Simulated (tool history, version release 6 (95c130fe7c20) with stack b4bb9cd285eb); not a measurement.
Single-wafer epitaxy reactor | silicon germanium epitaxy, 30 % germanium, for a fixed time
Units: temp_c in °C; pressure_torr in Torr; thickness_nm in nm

| run | hour | temp_c | pressure_torr | thickness_nm |
|---|---|---|---|---|
| 1 | 0.0 | 580 | 19.0 | 41.165 |
| 2 | 5.5 | 579 | 19.0 | 40.445 |
| 3 | 13.5 | 578 | 19.0 | 39.384 |
| 4 | 15.6 | 577 | 19.0 | 38.177 |
| 5 | 23.6 | 577 | 21.0 | 39.779 |
| 6 | 29.7 | 583 | 21.0 | 45.781 |
| 7 | 36.7 | 583 | 21.0 | 45.747 |
| 8 | 40.1 | 581 | 21.0 | 43.854 |
| 9 | 44.5 | 580 | 21.0 | 42.714 |

Run 10 comes next. What will it give?
| 10 | 49.0 | 579 | 21.0 | ? |

thickness_nm: 41.954 nm
